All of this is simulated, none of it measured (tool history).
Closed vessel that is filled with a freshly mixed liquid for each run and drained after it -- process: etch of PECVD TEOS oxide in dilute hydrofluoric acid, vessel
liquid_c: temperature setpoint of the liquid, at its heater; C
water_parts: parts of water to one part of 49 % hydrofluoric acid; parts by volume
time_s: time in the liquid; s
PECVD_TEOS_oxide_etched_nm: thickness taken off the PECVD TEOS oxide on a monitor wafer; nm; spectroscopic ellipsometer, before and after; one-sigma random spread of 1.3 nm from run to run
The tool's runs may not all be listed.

| run | hour | liquid_c | water_parts | time_s | PECVD_TEOS_oxide_etched_nm |
|---|---|---|---|---|---|
| 1 | 0.0 | 24.0 | 100 | 410 | 102.290 |
| 2 | 0.9 | 24.0 | 115 | 410 | 87.157 |
| 3 | 1.8 | 24.0 | 125 | 410 | 79.607 |
| 4 | 6.4 | 25.5 | 125 | 410 | 83.241 |
| 5 | 7.8 | 25.5 | 125 | 440 | 90.533 |
| 6 | 11.6 | 27.5 | 100 | 440 | 124.810 |
| 7 | 16.0 | 31.5 | 60 | 440 | 258.570 |

Forecast run 8:
|  | 18.6 | thermometer replaced |
| 8 | 18.6 | 32.0 | 60 | 440 | ? |

Run 8 produced PECVD_TEOS_oxide_etched_nm 249.850 nm.
